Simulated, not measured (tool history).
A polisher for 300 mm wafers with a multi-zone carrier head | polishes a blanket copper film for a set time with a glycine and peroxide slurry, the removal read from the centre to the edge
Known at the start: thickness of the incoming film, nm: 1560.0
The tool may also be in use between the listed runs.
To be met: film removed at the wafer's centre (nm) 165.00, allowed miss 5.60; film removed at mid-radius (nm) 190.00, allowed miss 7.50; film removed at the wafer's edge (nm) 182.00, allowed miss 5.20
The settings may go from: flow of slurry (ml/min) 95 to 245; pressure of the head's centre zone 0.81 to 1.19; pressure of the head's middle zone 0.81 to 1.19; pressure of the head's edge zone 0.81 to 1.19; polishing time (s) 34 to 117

| run | hour | flow of slurry (ml/min) | pressure of the head's centre zone | pressure of the head's middle zone | pressure of the head's edge zone | polishing time (s) | film removed at the wafer's centre (nm) | film removed at mid-radius (nm) | film removed at the wafer's edge (nm) |
|---|---|---|---|---|---|---|---|---|---|
| 1 | 0.0 | 155 | 1.00 | 1.00 | 1.00 | 75 | 298.27 | 297.01 | 298.00 |
| 2 | 2.0 | 155 | 1.00 | 1.00 | 1.00 | 86 | 344.54 | 340.41 | 344.50 |
| 3 | 8.2 | 155 | 1.00 | 1.04 | 1.00 | 86 | 341.67 | 356.31 | 342.02 |
| 4 | 12.8 | 155 | 1.00 | 1.08 | 1.00 | 86 | 342.35 | 363.50 | 338.04 |
| 5 | 21.6 | 155 | 1.07 | 1.08 | 1.00 | 86 | 351.78 | 370.39 | 341.73 |
| 6 | 23.8 | 155 | 1.07 | 1.08 | 1.03 | 86 | 353.70 | 361.03 | 340.23 |
| 7 | 27.3 | 145 | 1.02 | 1.08 | 1.04 | 75 | 293.47 | 313.63 | 302.70 |
| 8 | 34.6 | 140 | 0.99 | 1.07 | 1.01 | 66 | 252.87 | 274.90 | 257.26 |
| 9 | 38.0 | 130 | 0.96 | 1.06 | 1.00 | 61 | 231.00 | 248.43 | 235.69 |
| 10 | 39.3 | 125 | 0.93 | 1.06 | 1.00 | 57 | 208.85 | 230.90 | 220.53 |
| 11 | 42.2 | 120 | 0.91 | 1.05 | 0.99 | 55 | 195.11 | 221.52 | 213.81 |
| 12 | 43.0 | 115 | 0.89 | 1.04 | 0.96 | 54 | 189.46 | 210.52 | 204.22 |
| 13 | 44.5 | 110 | 0.87 | 1.04 | 0.94 | 53 | 177.92 | 203.13 | 197.34 |

Which of these 4 next moves meets every target?
| A | 46.0 | 95 | 1.00 | 0.92 | 0.90 | 53 | ? | ? | ? |
| B | 46.0 | 110 | 0.85 | 1.03 | 0.94 | 49 | ? | ? | ? |
| C | 46.0 | 100 | 0.89 | 0.89 | 0.99 | 54 | ? | ? | ? |
| D | 46.0 | 115 | 0.91 | 1.10 | 0.84 | 53 | ? | ? | ? |

| move | film removed at the wafer's centre (nm) | film removed at mid-radius (nm) | film removed at the wafer's edge (nm) |
|---|---|---|---|
| A | 191.51 | 182.99 | 193.32 |
| B | 162.61 | 187.60 | 184.02 |
| C | 181.77 | 183.46 | 205.26 |
| D | 185.39 | 214.41 | 191.74 |
A: further off than the last run
B: meets every target
C: further off than the last run
D: further off than the last run
The right move is B.

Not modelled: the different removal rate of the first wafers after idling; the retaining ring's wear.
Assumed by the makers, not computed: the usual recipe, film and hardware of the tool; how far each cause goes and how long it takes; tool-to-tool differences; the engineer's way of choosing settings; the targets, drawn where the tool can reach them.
